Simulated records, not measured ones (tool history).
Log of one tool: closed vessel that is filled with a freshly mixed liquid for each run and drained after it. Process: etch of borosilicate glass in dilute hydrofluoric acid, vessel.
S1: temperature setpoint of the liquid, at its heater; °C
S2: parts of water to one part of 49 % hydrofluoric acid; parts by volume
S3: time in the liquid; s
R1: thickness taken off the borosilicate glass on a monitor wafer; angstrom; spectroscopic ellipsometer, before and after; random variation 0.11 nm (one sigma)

run	day	S1	S2	S3	R1
1	0	24	120	30	97.483
2	0.354	25.5	115	30	109.48
3	0.642	25.5	115	30	111.47
4	0.975	26.5	110	30	120.33
5	1.329	26.5	145	30	87.005
6	1.592	27.5	135	30	98.027
7	1.892	28.5	125	30	111.91
8	1.971	29	120	30	118.41
9	2.138	29	120	30	119.36
10	2.458	29.5	115	30	126.61

What will run 11 give?
11	2.817	30	110	30	?

R1: 135.78 angstrom
